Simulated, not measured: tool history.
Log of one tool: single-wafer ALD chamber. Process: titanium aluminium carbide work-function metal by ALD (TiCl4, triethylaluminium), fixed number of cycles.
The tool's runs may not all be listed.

run	hour	heater temperature setpoint (°C)	triethylaluminium pulse time (s)	mean film thickness on the monitor wafer (Å)
1	0	315	14.89	21.695
2	5.6	307	14.89	20.943
3	9.8	307	16.87	21.033
4	14.4	304	14.39	20.666
5	20.6	297	14.39	20.053
6	28.6	291	14.39	19.613

Run 7 comes next. What will it give?
7	29.2	291	12.44	?

Run 7 gave mean film thickness on the monitor wafer (Å) 19.265.

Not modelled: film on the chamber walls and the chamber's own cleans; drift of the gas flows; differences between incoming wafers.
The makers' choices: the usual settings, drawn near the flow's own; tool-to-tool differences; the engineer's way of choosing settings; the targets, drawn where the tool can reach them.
